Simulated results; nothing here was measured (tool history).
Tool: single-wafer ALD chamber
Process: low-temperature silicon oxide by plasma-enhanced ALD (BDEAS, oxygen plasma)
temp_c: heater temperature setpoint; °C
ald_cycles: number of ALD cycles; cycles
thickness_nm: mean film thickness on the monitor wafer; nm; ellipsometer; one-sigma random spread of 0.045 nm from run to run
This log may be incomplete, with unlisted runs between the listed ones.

| run | day | temp_c | ald_cycles | thickness_nm |
|---|---|---|---|---|
| 1 | 0 | 95 | 65 | 9.8985 |
| 2 | 0.088 | 93 | 66 | 10.122 |
| 3 | 0.167 | 91 | 66 | 10.215 |
| 4 | 0.192 | 89 | 66 | 10.284 |
| 5 | 0.342 | 89 | 74 | 11.564 |
| 6 | 0.512 | 90 | 74 | 11.437 |
| 7 | 0.696 | 92 | 74 | 11.458 |

Run 8 is up next; what results do you expect?
| 8 | 1.058 | 93 | 74 | ? |

{"run 8": {"thickness_nm": 11.437}}
